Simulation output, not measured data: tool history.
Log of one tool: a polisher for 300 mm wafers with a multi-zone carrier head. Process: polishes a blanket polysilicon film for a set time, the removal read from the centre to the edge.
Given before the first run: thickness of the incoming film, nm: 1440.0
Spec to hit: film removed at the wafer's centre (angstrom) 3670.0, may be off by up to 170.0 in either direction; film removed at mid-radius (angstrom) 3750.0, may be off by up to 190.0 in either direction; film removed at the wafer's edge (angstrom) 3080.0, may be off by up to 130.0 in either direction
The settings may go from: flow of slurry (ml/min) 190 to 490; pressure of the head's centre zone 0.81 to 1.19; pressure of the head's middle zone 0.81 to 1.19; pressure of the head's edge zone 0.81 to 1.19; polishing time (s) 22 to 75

run	day	flow of slurry (ml/min)	pressure of the head's centre zone	pressure of the head's middle zone	pressure of the head's edge zone	polishing time (s)	film removed at the wafer's centre (angstrom)	film removed at mid-radius (angstrom)	film removed at the wafer's edge (angstrom)
1	0.000	315	1.00	1.00	1.00	48	4499.6	4410.8	4292.0
2	0.058	320	1.01	1.03	0.96	45	4174.9	4103.3	3864.5
3	0.271	320	0.96	1.03	0.96	45	4002.4	4192.8	4026.0
4	0.312	320	0.96	1.07	0.96	45	4024.7	4481.0	3893.5
5	0.571	320	0.98	1.08	0.94	43	3923.5	4203.7	3744.4
6	0.942	275	0.98	1.08	0.94	43	3869.5	4167.2	3602.0
7	1.038	265	0.99	1.09	0.92	42	3785.0	4054.2	3532.7
8	1.125	260	1.01	1.10	0.91	41	3764.8	3956.8	3551.0
9	1.496	260	1.03	1.12	0.93	39	3646.4	3915.5	3318.0

Exercise: of the 4 proposed moves below, exactly one satisfies all targets within the stated allowed misses. Which move is it?
A	1.867	250	1.10	1.17	0.92	42	?	?	?
B	1.867	315	0.88	0.87	0.91	39	?	?	?
C	1.867	230	1.05	0.93	0.97	40	?	?	?
D	1.867	230	1.10	1.15	0.88	38	?	?	?

move	film removed at the wafer's centre (angstrom)	film removed at mid-radius (angstrom)	film removed at the wafer's edge (angstrom)
A	4103.3	4251.7	3547.2
B	3161.4	3207.1	3350.2
C	3691.6	3343.6	3444.0
D	3670.8	3756.0	3124.9
A: its largest miss is bigger than the last run's
B: its largest miss is bigger than the last run's
C: its largest miss is bigger than the last run's
D: meets every target
The move that meets every target is D.
